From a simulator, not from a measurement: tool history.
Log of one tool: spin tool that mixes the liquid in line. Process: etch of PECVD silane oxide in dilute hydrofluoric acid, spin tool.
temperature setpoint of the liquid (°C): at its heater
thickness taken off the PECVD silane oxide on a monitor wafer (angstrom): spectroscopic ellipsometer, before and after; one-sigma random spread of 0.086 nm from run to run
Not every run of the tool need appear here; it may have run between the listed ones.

run	hour	temperature setpoint of the liquid (°C)	parts of water to one part of 49 % hydrofluoric acid (parts by volume)	time under the liquid (s)	thickness taken off the PECVD silane oxide on a monitor wafer (angstrom)
1	0.0	24.0	265	25	40.731
2	6.2	24.0	265	25	40.645
3	8.9	24.0	265	15	24.477
4	9.9	25.0	240	15	28.901
5	12.4	24.0	215	15	31.864
6	18.7	27.0	215	15	35.775
7	22.7	27.5	195	15	40.804
8	25.7	28.0	175	15	47.153
9	28.8	28.5	160	15	53.674
10	34.8	32.0	55	25	344.840
11	36.4	31.0	55	25	327.460
12	38.6	29.5	55	25	312.460
13	47.5	28.5	60	25	273.050
14	52.9	28.5	60	25	271.340
15	53.5	27.0	65	25	235.010
16	56.7	26.0	65	25	227.790
17	60.3	25.0	65	25	217.190

Run 18, settings as shown, results not yet in. Your forecast:
18	67.2	24.0	65	25	?

thickness taken off the PECVD silane oxide on a monitor wafer (angstrom): 207.950
